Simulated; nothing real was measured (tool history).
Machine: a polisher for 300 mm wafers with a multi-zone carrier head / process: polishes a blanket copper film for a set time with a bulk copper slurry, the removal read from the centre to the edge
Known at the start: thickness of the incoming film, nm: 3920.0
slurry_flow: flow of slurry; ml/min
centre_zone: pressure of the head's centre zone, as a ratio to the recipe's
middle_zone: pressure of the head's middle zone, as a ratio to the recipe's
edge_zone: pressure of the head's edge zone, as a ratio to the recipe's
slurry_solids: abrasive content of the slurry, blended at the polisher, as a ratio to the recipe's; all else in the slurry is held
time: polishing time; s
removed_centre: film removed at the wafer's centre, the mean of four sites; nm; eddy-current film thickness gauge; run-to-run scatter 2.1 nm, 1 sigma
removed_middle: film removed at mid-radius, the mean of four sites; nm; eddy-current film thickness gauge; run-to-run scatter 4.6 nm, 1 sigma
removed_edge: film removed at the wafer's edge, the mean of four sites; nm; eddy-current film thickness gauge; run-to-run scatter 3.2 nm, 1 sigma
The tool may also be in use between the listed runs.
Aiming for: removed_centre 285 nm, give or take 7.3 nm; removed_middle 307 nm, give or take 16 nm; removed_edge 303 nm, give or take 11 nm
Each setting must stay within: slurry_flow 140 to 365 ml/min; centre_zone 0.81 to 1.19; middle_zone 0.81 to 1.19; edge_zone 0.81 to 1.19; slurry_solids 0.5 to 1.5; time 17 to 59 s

| run | day | slurry_flow | centre_zone | middle_zone | edge_zone | slurry_solids | time | removed_centre | removed_middle | removed_edge |
|---|---|---|---|---|---|---|---|---|---|---|
| 1 | 0 | 235 | 1 | 1 | 1 | 1 | 38 | 361.86 | 353.5 | 360.08 |
| 2 | 0.083 | 230 | 0.99 | 1 | 0.99 | 0.95 | 38 | 352.37 | 343.07 | 357.92 |
| 3 | 0.329 | 230 | 0.98 | 1.01 | 0.98 | 0.9 | 38 | 342.5 | 337.62 | 346.05 |
| 4 | 0.462 | 225 | 0.97 | 1.01 | 0.97 | 0.9 | 38 | 342.78 | 344.33 | 343.4 |
| 5 | 0.767 | 225 | 0.97 | 1.01 | 0.91 | 0.9 | 38 | 339.93 | 343.7 | 330.8 |
|  | 0.946 | worn pad replaced by a new one |
| 6 | 0.946 | 225 | 0.97 | 1.01 | 0.91 | 0.9 | 44 | 428.26 | 425.2 | 416.89 |
| 7 | 1.246 | 220 | 0.96 | 1.01 | 0.9 | 0.85 | 43 | 404.78 | 408.01 | 396.49 |
| 8 | 1.367 | 190 | 0.86 | 0.93 | 0.82 | 0.6 | 37 | 268.29 | 285.53 | 281.12 |
| 9 | 1.721 | 195 | 0.86 | 0.93 | 0.83 | 0.6 | 37 | 269.02 | 290.34 | 288.44 |
| 10 | 1.8 | 200 | 0.86 | 0.93 | 0.83 | 0.6 | 37 | 265.71 | 289.74 | 282.51 |
| 11 | 2.071 | 200 | 0.86 | 0.93 | 0.84 | 0.6 | 37 | 269.11 | 285.37 | 289.47 |

Exercise: of the 5 proposed moves below, exactly one satisfies all targets within the stated allowed misses. Which move is it?
| A | 2.342 | 200 | 0.9 | 0.99 | 0.92 | 0.55 | 39 | ? | ? | ? |
| B | 2.342 | 245 | 0.85 | 0.84 | 0.96 | 0.5 | 42 | ? | ? | ? |
| C | 2.342 | 225 | 0.86 | 1.08 | 0.81 | 0.7 | 33 | ? | ? | ? |
| D | 2.342 | 145 | 0.81 | 0.96 | 0.82 | 0.8 | 34 | ? | ? | ? |
| E | 2.342 | 195 | 0.85 | 0.87 | 0.81 | 0.5 | 37 | ? | ? | ? |

| move | removed_centre | removed_middle | removed_edge |
|---|---|---|---|
| A | 284.1 | 306.69 | 303.9 |
| B | 280.97 | 286.73 | 323.45 |
| C | 257.23 | 308.93 | 270.54 |
| D | 249.34 | 294.3 | 285.25 |
| E | 241.82 | 253.27 | 259.53 |
A: meets every target
B: puts the biggest miss on target and leaves a different result outside tolerance
C: lands further from the targets than the last run did
D: lands further from the targets than the last run did
E: lands further from the targets than the last run did
Answer: A
